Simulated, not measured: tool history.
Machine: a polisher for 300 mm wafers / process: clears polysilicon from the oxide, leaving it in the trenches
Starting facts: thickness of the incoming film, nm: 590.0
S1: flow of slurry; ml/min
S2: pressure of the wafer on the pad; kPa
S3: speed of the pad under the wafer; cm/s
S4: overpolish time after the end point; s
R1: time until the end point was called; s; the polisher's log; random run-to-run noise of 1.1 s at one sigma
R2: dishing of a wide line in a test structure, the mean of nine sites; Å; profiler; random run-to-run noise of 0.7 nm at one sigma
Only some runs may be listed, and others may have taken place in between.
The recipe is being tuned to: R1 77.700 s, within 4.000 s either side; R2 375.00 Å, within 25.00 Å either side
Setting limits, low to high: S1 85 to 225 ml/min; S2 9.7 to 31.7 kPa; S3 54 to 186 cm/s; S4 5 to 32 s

run	hour	S1	S2	S3	S4	R1	R2
1	0.0	145	20.7	118	16	34.762	392.35
2	3.5	145	20.7	118	21	35.389	399.22
3	11.5	140	17.2	108	18	45.861	396.87
4	16.8	140	17.2	84	18	58.362	393.81
5	23.3	140	17.2	84	12	58.163	370.51
6	26.0	140	17.2	106	12	44.916	393.70
7	28.2	145	15.9	96	10	52.479	370.06
8	31.7	140	13.8	94	11	59.004	352.06
9	40.1	180	13.1	60	5	94.146	208.45
10	47.8	160	13.8	60	6	92.175	240.88
11	49.7	145	14.5	60	7	88.297	264.99
12	53.4	130	15.2	60	8	89.217	285.66
13	58.6	120	15.9	60	9	85.966	311.51
14	59.4	110	16.5	60	10	87.114	323.29
15	60.0	105	17.2	60	11	83.712	339.61
16	61.0	100	17.9	60	12	83.337	334.39

5 candidate next runs follow, results not yet known. Just one meets every target within its allowed miss. Identify it.
A	62.0	95	17.2	72	14	?	?
B	62.0	85	15.9	74	15	?	?
C	62.0	100	17.9	56	11	?	?
D	62.0	85	15.2	66	16	?	?
E	62.0	125	20.7	54	9	?	?

move	R1	R2
A	71.733	363.96
B	76.953	363.87
C	87.014	323.24
D	88.848	358.06
E	76.170	315.15
A: the worst result of the last run now meets its target, but another is out of spec
B: each result inside its tolerance
C: lands further from the targets than the last run did
D: the worst result of the last run now meets its target, but another is out of spec
E: lands further from the targets than the last run did
Move B is the one to make.
